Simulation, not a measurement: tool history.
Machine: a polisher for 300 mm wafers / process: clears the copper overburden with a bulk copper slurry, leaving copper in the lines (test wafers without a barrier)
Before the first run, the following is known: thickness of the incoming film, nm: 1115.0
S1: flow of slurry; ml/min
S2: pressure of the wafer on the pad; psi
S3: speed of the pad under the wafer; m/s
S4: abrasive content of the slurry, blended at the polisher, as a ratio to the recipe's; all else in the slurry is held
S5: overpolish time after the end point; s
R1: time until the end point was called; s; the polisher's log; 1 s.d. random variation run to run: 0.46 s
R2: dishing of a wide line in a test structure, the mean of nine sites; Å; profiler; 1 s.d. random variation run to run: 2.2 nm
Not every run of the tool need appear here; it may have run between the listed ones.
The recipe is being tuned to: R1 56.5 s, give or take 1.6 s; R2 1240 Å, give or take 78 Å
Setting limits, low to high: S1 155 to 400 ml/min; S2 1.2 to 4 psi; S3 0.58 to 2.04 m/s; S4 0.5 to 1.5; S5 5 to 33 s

{"run": 1, "hour": 0.0, "S1": 255, "S2": 2.6, "S3": 1.3, "S4": 1, "S5": 17, "R1": 92.35, "R2": 902.48}
{"run": 2, "hour": 8.9, "S1": 255, "S2": 2.6, "S3": 1.3, "S4": 1.05, "S5": 17, "R1": 90.669, "R2": 928.42}
{"run": 3, "hour": 13.3, "S1": 255, "S2": 2.1, "S3": 1.3, "S4": 1.05, "S5": 17, "R1": 112.17, "R2": 780.39}
{"run": 4, "hour": 21.8, "S1": 255, "S2": 2.1, "S3": 1.3, "S4": 1.25, "S5": 17, "R1": 108.2, "R2": 788.85}
{"run": 5, "hour": 27.3, "S1": 255, "S2": 2.1, "S3": 1.16, "S4": 1.25, "S5": 17, "R1": 116.53, "R2": 784.61}
{"run": 6, "hour": 35.4, "S1": 260, "S2": 2.5, "S3": 1.18, "S4": 1.25, "S5": 16, "R1": 98.791, "R2": 837.01}
{"run": 7, "hour": 43.0, "S1": 260, "S2": 2.8, "S3": 1.18, "S4": 1.25, "S5": 16, "R1": 87.612, "R2": 872.31}
{"run": 8, "hour": 50.1, "S1": 260, "S2": 3.1, "S3": 1.18, "S4": 1.25, "S5": 17, "R1": 79.572, "R2": 983.57}
{"run": 9, "hour": 54.3, "S1": 265, "S2": 3.3, "S3": 1.18, "S4": 1.25, "S5": 17, "R1": 73.883, "R2": 1033.5}
{"run": 10, "hour": 60.5, "S1": 265, "S2": 3.3, "S3": 1.18, "S4": 1.25, "S5": 17, "R1": 75.248, "R2": 1037.3}
{"run": 11, "hour": 61.4, "S1": 265, "S2": 3.5, "S3": 1.2, "S4": 1.25, "S5": 17, "R1": 69.843, "R2": 1096.3}
{"run": 12, "hour": 66.4, "S1": 265, "S2": 3.6, "S3": 1.22, "S4": 1.25, "S5": 17, "R1": 66.907, "R2": 1099.3}
{"run": 13, "hour": 70.7, "S1": 270, "S2": 3.7, "S3": 1.24, "S4": 1.25, "S5": 17, "R1": 62.532, "R2": 1141}
{"run": 14, "hour": 73.6, "S1": 300, "S2": 4, "S3": 1.24, "S4": 1.25, "S5": 18, "R1": 58.621, "R2": 1191.9}
{"run": 15, "hour": 74.4, "S1": 295, "S2": 4, "S3": 1.24, "S4": 1.25, "S5": 18, "R1": 59.405, "R2": 1183.8}

Below are 4 possible settings for the next run. Only one of them brings all results inside the allowed miss of their targets. Which is it?
{"run": "A", "hour": 75.2, "S1": 250, "S2": 3.6, "S3": 1.3, "S4": 1.2, "S5": 18, "R1": "?", "R2": "?"}
{"run": "B", "hour": 75.2, "S1": 310, "S2": 3.8, "S3": 1.38, "S4": 1.3, "S5": 13, "R1": "?", "R2": "?"}
{"run": "C", "hour": 75.2, "S1": 290, "S2": 4, "S3": 1.28, "S4": 1.3, "S5": 19, "R1": "?", "R2": "?"}
{"run": "D", "hour": 75.2, "S1": 360, "S2": 4, "S3": 1.54, "S4": 0.85, "S5": 12, "R1": "?", "R2": "?"}

move=A R1=63.337 R2=1110.3
move=B R1=55.45 R2=1037
move=C R1=56.078 R2=1199.5
move=D R1=52.652 R2=1031.7
A: further off than the last run
B: puts the biggest miss on target and leaves a different result outside tolerance
C: meets every target
D: moves the result that the last run missed by most past its target, out the other side
C meets every target.

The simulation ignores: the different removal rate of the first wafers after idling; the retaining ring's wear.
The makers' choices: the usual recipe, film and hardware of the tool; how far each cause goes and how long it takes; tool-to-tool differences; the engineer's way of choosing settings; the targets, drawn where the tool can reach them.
